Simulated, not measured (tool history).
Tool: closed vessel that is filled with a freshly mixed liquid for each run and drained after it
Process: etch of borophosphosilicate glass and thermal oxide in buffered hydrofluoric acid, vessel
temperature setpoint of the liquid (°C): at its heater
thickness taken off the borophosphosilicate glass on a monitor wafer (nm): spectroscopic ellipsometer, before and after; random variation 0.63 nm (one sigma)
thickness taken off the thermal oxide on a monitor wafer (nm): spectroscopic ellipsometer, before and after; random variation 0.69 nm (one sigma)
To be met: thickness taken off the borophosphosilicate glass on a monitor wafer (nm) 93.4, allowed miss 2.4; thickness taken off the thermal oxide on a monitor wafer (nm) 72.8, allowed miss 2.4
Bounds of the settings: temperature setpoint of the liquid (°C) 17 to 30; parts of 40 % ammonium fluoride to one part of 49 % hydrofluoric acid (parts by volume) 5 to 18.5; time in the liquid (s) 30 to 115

run,day,temperature setpoint of the liquid (°C),parts of 40 % ammonium fluoride to one part of 49 % hydrofluoric acid (parts by volume),time in the liquid (s),thickness taken off the borophosphosilicate glass on a monitor wafer (nm),thickness taken off the thermal oxide on a monitor wafer (nm)
1,0,22,11.5,60,66.102,51.191
2,0.154,23,11.5,60,69.707,55.262
3,0.379,23,11.5,50,58.169,46.295
4,0.546,24,11,50,64.819,50.628
5,0.754,24,12.5,50,57.219,45.285
6,0.946,25,12,50,62.127,48.736
7,1.325,26,11.5,50,68.402,53.999
8,1.625,26.5,11.5,50,71.341,55.366
9,1.667,27,11.5,50,72.56,57.747
10,2.008,27.5,11.5,50,75.825,58.535
11,2.358,27.5,11.5,50,74.934,58.405
12,2.708,28,11.5,50,75.964,60.407
13,2.808,28.5,11,50,82.465,63.856
14,2.9,29,11,50,84.034,66.096
15,3.192,29.5,10.5,50,88.988,70.747
16,3.271,30,10,50,98.456,76.215

4 next moves are on the table. One of them brings every result within its allowed miss. Which?
A,3.35,29,9,50,?,?
B,3.35,29,12,60,?,?
C,3.35,29.5,10.5,55,?,?
D,3.35,27.5,13,75,?,?

move,thickness taken off the borophosphosilicate glass on a monitor wafer (nm),thickness taken off the thermal oxide on a monitor wafer (nm)
A,98.759,78.255
B,92.707,73.6
C,99.424,78.891
D,98.994,78.566
A: further off than the last run
B: meets every target
C: further off than the last run
D: further off than the last run
Move B is the one to make.
